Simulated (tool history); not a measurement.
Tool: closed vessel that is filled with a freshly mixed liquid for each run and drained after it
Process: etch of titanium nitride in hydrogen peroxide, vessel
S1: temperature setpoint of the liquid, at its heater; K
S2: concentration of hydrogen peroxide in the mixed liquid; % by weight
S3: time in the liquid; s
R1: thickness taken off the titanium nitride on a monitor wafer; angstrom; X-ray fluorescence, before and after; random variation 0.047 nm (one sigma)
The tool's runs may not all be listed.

run	hour	S1	S2	S3	R1
1	0	318.15	16.5	575	115.87
2	8.5	318.15	13.5	575	111.96
3	13.6	314.65	13.5	575	85.62
4	19	314.65	15	575	87.839
5	25.1	318.65	15	575	119.36
6	26.3	318.65	15	575	116.54
7	34.8	315.15	15	575	89.992
8	36	315.15	15	575	90.768
9	44.6	312.65	15	575	74.574
10	46.1	311.15	15	575	66.05
11	50	310.15	15	575	61.778

The next listed run, before its measurement:
12	56.7	309.65	15	575	?

{"run 12": {"R1": 58.79}}

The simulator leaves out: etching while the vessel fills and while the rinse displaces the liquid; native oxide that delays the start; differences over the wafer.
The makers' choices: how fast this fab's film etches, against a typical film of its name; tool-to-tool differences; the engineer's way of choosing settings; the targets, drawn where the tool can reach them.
